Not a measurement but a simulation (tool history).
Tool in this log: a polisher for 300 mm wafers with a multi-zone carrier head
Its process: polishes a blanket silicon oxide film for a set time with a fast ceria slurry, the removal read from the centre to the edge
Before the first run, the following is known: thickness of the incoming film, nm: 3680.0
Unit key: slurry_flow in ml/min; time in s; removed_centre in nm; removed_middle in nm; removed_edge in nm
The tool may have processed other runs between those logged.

{"run": 1, "hour": 0.0, "slurry_flow": 220, "centre_zone": 1.0, "middle_zone": 1.0, "edge_zone": 1.0, "time": 77, "removed_centre": 823.33, "removed_middle": 828.99, "removed_edge": 831.72}
{"run": 2, "hour": 3.4, "slurry_flow": 230, "centre_zone": 1.03, "middle_zone": 0.97, "edge_zone": 1.05, "time": 84, "removed_centre": 937.99, "removed_middle": 885.82, "removed_edge": 914.14}
{"run": 3, "hour": 9.7, "slurry_flow": 230, "centre_zone": 1.03, "middle_zone": 0.9, "edge_zone": 1.05, "time": 84, "removed_centre": 939.4, "removed_middle": 825.78, "removed_edge": 926.79}
{"run": 4, "hour": 13.3, "slurry_flow": 230, "centre_zone": 0.97, "middle_zone": 0.9, "edge_zone": 1.05, "time": 84, "removed_centre": 890.74, "removed_middle": 819.97, "removed_edge": 927.01}
{"run": 5, "hour": 20.7, "slurry_flow": 230, "centre_zone": 0.97, "middle_zone": 0.95, "edge_zone": 1.05, "time": 84, "removed_centre": 888.54, "removed_middle": 868.97, "removed_edge": 929.42}
{"run": 6, "hour": 22.5, "slurry_flow": 230, "centre_zone": 0.99, "middle_zone": 0.92, "edge_zone": 1.08, "time": 90, "removed_centre": 965.23, "removed_middle": 911.67, "removed_edge": 1006.3}

Forecast run 7:
{"run": 7, "hour": 23.6, "slurry_flow": 240, "centre_zone": 1.01, "middle_zone": 0.9, "edge_zone": 1.1, "time": 94, "removed_centre": "?", "removed_middle": "?", "removed_edge": "?"}

For run 7 the tool returned removed_centre 1044.40 nm, removed_middle 926.24 nm, removed_edge 1067.50 nm.
